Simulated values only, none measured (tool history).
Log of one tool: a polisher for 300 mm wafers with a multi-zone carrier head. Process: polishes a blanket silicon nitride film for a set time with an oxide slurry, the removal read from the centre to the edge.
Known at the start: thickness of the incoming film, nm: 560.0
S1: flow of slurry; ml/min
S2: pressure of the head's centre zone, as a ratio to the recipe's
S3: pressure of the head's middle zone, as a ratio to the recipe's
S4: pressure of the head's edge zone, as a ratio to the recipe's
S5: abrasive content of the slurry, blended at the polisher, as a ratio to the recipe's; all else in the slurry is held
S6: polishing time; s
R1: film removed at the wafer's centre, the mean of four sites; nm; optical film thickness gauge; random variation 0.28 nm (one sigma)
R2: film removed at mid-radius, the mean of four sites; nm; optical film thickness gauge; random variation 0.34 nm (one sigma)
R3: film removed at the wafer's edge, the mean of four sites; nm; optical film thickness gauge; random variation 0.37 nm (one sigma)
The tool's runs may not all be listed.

| run | hour | S1 | S2 | S3 | S4 | S5 | S6 | R1 | R2 | R3 |
|---|---|---|---|---|---|---|---|---|---|---|
| 1 | 0 | 240 | 1 | 1 | 1 | 1 | 37 | 34.131 | 35.035 | 34.101 |
| 2 | 4 | 240 | 0.98 | 1.01 | 0.98 | 0.9 | 37 | 31.336 | 33.548 | 31.209 |
| 3 | 10.7 | 240 | 0.98 | 1.01 | 1.03 | 0.9 | 37 | 31.503 | 32.59 | 32.709 |
| 4 | 16.6 | 240 | 0.98 | 1.01 | 1.03 | 0.75 | 37 | 27.789 | 29.999 | 29.201 |
| 5 | 23.2 | 240 | 0.94 | 1.01 | 1.03 | 0.75 | 37 | 26.693 | 29.972 | 29.332 |
| 6 | 27.5 | 235 | 0.94 | 1.01 | 1.01 | 0.75 | 37 | 27.026 | 29.744 | 29.126 |
| 7 | 32.7 | 235 | 0.94 | 1.02 | 0.99 | 0.75 | 37 | 26.952 | 29.722 | 29.477 |
| 8 | 34.3 | 260 | 0.95 | 1.04 | 0.98 | 0.7 | 37 | 26.043 | 29.109 | 28.248 |
| 9 | 42.3 | 260 | 0.95 | 1.04 | 0.98 | 0.7 | 37 | 26.005 | 29.522 | 28.37 |
| 10 | 48.3 | 255 | 0.96 | 1.05 | 0.96 | 0.7 | 37 | 26.035 | 29.464 | 28.188 |
| 11 | 54.9 | 265 | 0.97 | 1.1 | 0.86 | 0.6 | 37 | 24.501 | 27.217 | 23.165 |
| 12 | 58 | 270 | 0.97 | 1.1 | 0.88 | 0.6 | 37 | 24.141 | 27.853 | 23.174 |
| 13 | 64.7 | 270 | 0.97 | 1.1 | 0.9 | 0.6 | 37 | 24.487 | 27.75 | 23.504 |
| 14 | 67.6 | 270 | 0.97 | 1.1 | 0.91 | 0.6 | 37 | 24.499 | 28.248 | 23.538 |
| 15 | 71.9 | 270 | 0.97 | 1.09 | 0.92 | 0.6 | 37 | 24.396 | 27.774 | 24.63 |
| 16 | 80.6 | 275 | 0.97 | 1.09 | 0.93 | 0.6 | 37 | 24.168 | 27.143 | 23.983 |
| 17 | 82.1 | 270 | 0.96 | 1.09 | 0.93 | 0.6 | 37 | 23.704 | 27.144 | 25.007 |
| 18 | 85.1 | 270 | 0.96 | 1.1 | 0.93 | 0.6 | 37 | 24.063 | 28.033 | 24.077 |

Run 19 comes next. What will it give?
| 19 | 86.8 | 270 | 0.96 | 1.1 | 0.94 | 0.6 | 37 | ? | ? | ? |

Run 19 gave R1 23.712 nm, R2 27.946 nm, R3 24.223 nm.

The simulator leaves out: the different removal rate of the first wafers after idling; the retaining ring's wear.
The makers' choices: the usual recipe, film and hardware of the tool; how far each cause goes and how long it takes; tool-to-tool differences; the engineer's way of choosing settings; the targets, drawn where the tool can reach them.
